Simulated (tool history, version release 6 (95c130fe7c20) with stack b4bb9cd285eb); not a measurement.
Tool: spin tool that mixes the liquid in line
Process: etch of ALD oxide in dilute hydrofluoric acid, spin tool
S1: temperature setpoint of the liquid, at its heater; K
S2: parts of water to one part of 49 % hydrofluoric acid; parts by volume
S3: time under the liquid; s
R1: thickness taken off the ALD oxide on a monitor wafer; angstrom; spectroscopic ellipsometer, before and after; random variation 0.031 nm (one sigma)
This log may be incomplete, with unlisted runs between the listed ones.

run,hour,S1,S2,S3,R1
1,0.0,295.15,295,45,22.011
2,2.0,295.15,365,45,16.706
3,5.6,293.15,365,45,15.619
4,12.0,295.15,300,45,21.479
5,18.7,295.15,380,45,15.818
6,21.5,291.65,380,45,13.958
7,29.3,294.15,315,45,19.356
8,33.3,296.15,260,45,26.592
9,35.1,297.65,220,45,34.622
# hour 41.5: thermometer replaced
10,41.5,298.65,190,45,47.141
11,45.8,302.65,135,45,82.060

Predict the results of run 12:
12,48.5,303.15,135,45,?

{"run 12": {"R1": 83.113}}
